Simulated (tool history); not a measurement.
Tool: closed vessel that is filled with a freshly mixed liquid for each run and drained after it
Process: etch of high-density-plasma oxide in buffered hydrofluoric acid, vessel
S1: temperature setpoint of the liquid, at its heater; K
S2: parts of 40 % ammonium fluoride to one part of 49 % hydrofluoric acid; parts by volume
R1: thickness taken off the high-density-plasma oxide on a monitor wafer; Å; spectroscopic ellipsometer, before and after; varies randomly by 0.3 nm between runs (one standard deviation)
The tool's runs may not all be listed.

Run 1, hour 0.0: S1 293.15 K, S2 20 parts by volume, time in the liquid (s) 105. Result: R1 542.94 Å.
Run 2, hour 3.7: S1 293.15 K, S2 17 parts by volume, time in the liquid (s) 105. Result: R1 634.95 Å.
Run 3, hour 9.8: S1 293.15 K, S2 17 parts by volume, time in the liquid (s) 105. Result: R1 638.30 Å.
Run 4, hour 18.1: S1 295.15 K, S2 17 parts by volume, time in the liquid (s) 105. Result: R1 712.29 Å.
Run 5, hour 23.4: S1 295.15 K, S2 20 parts by volume, time in the liquid (s) 105. Result: R1 605.93 Å.
Run 6, hour 30.7: S1 296.15 K, S2 20 parts by volume, time in the liquid (s) 105. Result: R1 642.58 Å.
Run 7, hour 39.4: S1 297.15 K, S2 20 parts by volume, time in the liquid (s) 105. Result: R1 674.00 Å.
Run 8, hour 46.7: S1 297.65 K, S2 20 parts by volume, time in the liquid (s) 105. Result: R1 695.67 Å.
Run 9, hour 53.5: S1 298.15 K, S2 20 parts by volume, time in the liquid (s) 105. Result: R1 711.25 Å.

Predict the results of run 10:
Run 10, hour 62.0: S1 298.65 K, S2 20 parts by volume, time in the liquid (s) 105. Result: R1 ?.

{"run 10": {"R1": 730.82}}

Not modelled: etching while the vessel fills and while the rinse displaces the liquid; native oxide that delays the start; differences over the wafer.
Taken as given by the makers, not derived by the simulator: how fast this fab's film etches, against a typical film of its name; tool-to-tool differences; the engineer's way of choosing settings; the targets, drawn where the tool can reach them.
